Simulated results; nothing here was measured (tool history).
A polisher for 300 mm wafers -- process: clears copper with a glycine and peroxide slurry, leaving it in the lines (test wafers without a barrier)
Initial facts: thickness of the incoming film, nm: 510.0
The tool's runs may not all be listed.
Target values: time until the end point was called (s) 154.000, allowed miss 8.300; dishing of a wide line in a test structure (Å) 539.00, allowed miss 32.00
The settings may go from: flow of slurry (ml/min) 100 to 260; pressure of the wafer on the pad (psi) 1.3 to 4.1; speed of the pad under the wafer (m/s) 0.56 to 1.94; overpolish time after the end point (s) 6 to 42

run,day,flow of slurry (ml/min),pressure of the wafer on the pad (psi),speed of the pad under the wafer (m/s),overpolish time after the end point (s),time until the end point was called (s),dishing of a wide line in a test structure (Å)
1,0.000,165,2.7,1.24,21,97.560,585.75
2,0.175,165,2.4,1.22,23,110.290,590.40
3,0.233,165,2.9,1.22,23,90.633,641.32
4,0.404,165,2.9,1.22,16,93.036,517.88
5,0.471,165,2.9,1.22,25,91.621,668.56
6,0.808,165,2.9,1.40,25,81.298,735.57
7,0.925,165,2.5,1.38,25,93.059,671.15
8,1.142,165,2.2,1.34,25,107.270,628.48
9,1.408,165,2.0,1.32,25,118.020,581.93
10,1.646,165,1.8,1.32,26,127.800,559.56
11,1.783,165,1.7,1.32,27,132.730,549.85
12,2.075,165,1.6,1.32,28,140.660,553.58

4 candidate next runs follow, results not yet known. Just one meets every target within its allowed miss. Identify it.
A,2.367,145,1.5,1.50,28,?,?
B,2.367,150,1.8,1.26,25,?,?
C,2.367,155,1.6,1.36,23,?,?
D,2.367,110,1.8,1.20,30,?,?

move,time until the end point was called (s),dishing of a wide line in a test structure (Å)
A,137.400,529.71
B,135.630,509.44
C,139.270,467.30
D,151.450,535.47
A: lands further from the targets than the last run did
B: lands further from the targets than the last run did
C: lands further from the targets than the last run did
D: every result within its allowed miss
Go with D: it meets all targets.
